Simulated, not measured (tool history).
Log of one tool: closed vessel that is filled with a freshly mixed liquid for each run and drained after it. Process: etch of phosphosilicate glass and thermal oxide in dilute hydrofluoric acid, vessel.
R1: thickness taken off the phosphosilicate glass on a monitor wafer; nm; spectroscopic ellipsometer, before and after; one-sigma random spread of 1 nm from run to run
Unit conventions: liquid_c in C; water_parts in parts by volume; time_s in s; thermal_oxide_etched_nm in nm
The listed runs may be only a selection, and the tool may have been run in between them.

Run 1, hour 0.0: liquid_c 25.0 C, water_parts 110 parts by volume, time_s 60 s. Result: R1 39.366 nm, thermal_oxide_etched_nm 2.7197 nm.
Run 2, hour 6.0: liquid_c 25.0 C, water_parts 110 parts by volume, time_s 70 s. Result: R1 45.652 nm, thermal_oxide_etched_nm 3.1151 nm.
Run 3, hour 11.9: liquid_c 25.0 C, water_parts 110 parts by volume, time_s 80 s. Result: R1 51.940 nm, thermal_oxide_etched_nm 3.5561 nm.
Run 4, hour 16.9: liquid_c 26.5 C, water_parts 105 parts by volume, time_s 80 s. Result: R1 57.989 nm, thermal_oxide_etched_nm 4.0660 nm.
Run 5, hour 19.1: liquid_c 27.0 C, water_parts 95 parts by volume, time_s 80 s. Result: R1 65.353 nm, thermal_oxide_etched_nm 4.6022 nm.
Run 6, hour 26.5: liquid_c 27.5 C, water_parts 90 parts by volume, time_s 80 s. Result: R1 71.924 nm, thermal_oxide_etched_nm 4.9753 nm.
Run 7, hour 29.3: liquid_c 28.5 C, water_parts 85 parts by volume, time_s 80 s. Result: R1 79.741 nm, thermal_oxide_etched_nm 5.4680 nm.
Run 8, hour 30.5: liquid_c 29.0 C, water_parts 85 parts by volume, time_s 80 s. Result: R1 81.262 nm, thermal_oxide_etched_nm 5.6396 nm.

Run 9, settings as shown, results not yet in. Your forecast:
Run 9, hour 36.7: liquid_c 29.5 C, water_parts 85 parts by volume, time_s 80 s. Result: R1 ?, thermal_oxide_etched_nm ?.

R1: 83.484 nm
thermal_oxide_etched_nm: 5.7886 nm
